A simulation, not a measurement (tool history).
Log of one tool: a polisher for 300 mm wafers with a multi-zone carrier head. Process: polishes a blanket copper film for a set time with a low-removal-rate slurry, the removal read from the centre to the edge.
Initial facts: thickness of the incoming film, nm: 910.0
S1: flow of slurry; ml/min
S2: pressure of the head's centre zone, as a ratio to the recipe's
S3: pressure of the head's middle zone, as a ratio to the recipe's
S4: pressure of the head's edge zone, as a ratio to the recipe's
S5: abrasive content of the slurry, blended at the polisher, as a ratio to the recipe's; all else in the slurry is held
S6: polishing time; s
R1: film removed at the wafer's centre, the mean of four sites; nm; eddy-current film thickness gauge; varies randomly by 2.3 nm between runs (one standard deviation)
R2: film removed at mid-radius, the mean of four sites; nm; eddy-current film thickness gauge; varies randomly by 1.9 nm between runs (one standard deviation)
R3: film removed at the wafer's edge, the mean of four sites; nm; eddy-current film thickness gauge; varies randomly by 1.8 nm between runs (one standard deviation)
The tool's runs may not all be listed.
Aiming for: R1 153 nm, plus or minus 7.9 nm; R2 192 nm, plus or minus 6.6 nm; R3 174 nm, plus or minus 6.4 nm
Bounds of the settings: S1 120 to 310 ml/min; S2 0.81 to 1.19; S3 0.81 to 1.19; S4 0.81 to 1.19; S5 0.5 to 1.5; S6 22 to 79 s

run	day	S1	S2	S3	S4	S5	S6	R1	R2	R3
1	0	200	1	1	1	1	50	213.91	207.21	213.49
2	0.167	195	0.95	1.02	0.97	0.9	49	191.42	205.49	199.52
3	0.404	190	0.92	1.01	0.95	0.85	49	177.43	205.12	199.89
4	0.696	160	0.92	1.01	0.95	0.85	49	170.28	195.69	193.06
5	0.929	155	0.92	1.02	0.93	0.8	49	174.14	196.41	190.99
6	1.229	155	0.91	1.03	0.91	0.75	49	168.63	195.95	184.59
7	1.429	150	0.9	1.03	0.9	0.75	49	166.59	192.48	181.47
8	1.696	145	0.89	1.04	0.89	0.75	49	162.23	190.55	180.21
9	1.725	145	0.89	1.04	0.89	0.75	49	159.96	189.07	181.1

Pick the move, out of 5, that brings all results within their allowed miss; only one does.
A	1.754	135	0.88	1.11	0.84	0.5	51	?	?	?
B	1.754	120	0.87	0.95	0.87	1	51	?	?	?
C	1.754	120	0.85	1.01	0.88	0.7	54	?	?	?
D	1.754	135	0.82	0.93	0.99	1	48	?	?	?
E	1.754	145	0.91	1.03	0.94	0.95	48	?	?	?

move	R1	R2	R3
A	154.76	194	172.86
B	162.21	188.59	188.62
C	159.17	196.28	190.07
D	149.19	181.1	190.17
E	167.74	193.87	187.19
A: meets every target
B: its largest miss is bigger than the last run's
C: its largest miss is bigger than the last run's
D: its largest miss is bigger than the last run's
E: its largest miss is bigger than the last run's
Correct choice: A, which meets every target
